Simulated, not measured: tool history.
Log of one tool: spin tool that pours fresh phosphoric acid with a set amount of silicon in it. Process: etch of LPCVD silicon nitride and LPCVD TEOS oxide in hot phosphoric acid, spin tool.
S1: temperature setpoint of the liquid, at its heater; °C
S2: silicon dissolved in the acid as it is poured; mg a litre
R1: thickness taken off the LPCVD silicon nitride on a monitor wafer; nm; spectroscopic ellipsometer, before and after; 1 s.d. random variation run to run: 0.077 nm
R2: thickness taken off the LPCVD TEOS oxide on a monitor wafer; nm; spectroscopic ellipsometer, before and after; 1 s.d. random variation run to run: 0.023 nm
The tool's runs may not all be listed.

{"run": 1, "hour": 0.0, "S1": 162, "S2": 28.5, "time under the liquid (s)": 180, "R1": 15.804, "R2": 0.26354}
{"run": 2, "hour": 6.9, "S1": 162, "S2": 16.5, "time under the liquid (s)": 180, "R1": 15.943, "R2": 0.34977}
{"run": 3, "hour": 11.8, "S1": 162, "S2": 33, "time under the liquid (s)": 180, "R1": 15.907, "R2": 0.2257}
{"run": 4, "hour": 19.3, "S1": 161.5, "S2": 27, "time under the liquid (s)": 170, "R1": 14.705, "R2": 0.25126}
{"run": 5, "hour": 27.0, "S1": 163, "S2": 27, "time under the liquid (s)": 170, "R1": 15.721, "R2": 0.27878}
{"run": 6, "hour": 33.6, "S1": 163, "S2": 41, "time under the liquid (s)": 170, "R1": 15.469, "R2": 0.14129}
{"run": 7, "hour": 41.4, "S1": 162, "S2": 35.5, "time under the liquid (s)": 165, "R1": 14.598, "R2": 0.16219}

Expected results for the next run?
{"run": 8, "hour": 44.9, "S1": 161.5, "S2": 29.5, "time under the liquid (s)": 160, "R1": "?", "R2": "?"}

Run 8 gave R1 14.136 nm, R2 0.21073 nm.

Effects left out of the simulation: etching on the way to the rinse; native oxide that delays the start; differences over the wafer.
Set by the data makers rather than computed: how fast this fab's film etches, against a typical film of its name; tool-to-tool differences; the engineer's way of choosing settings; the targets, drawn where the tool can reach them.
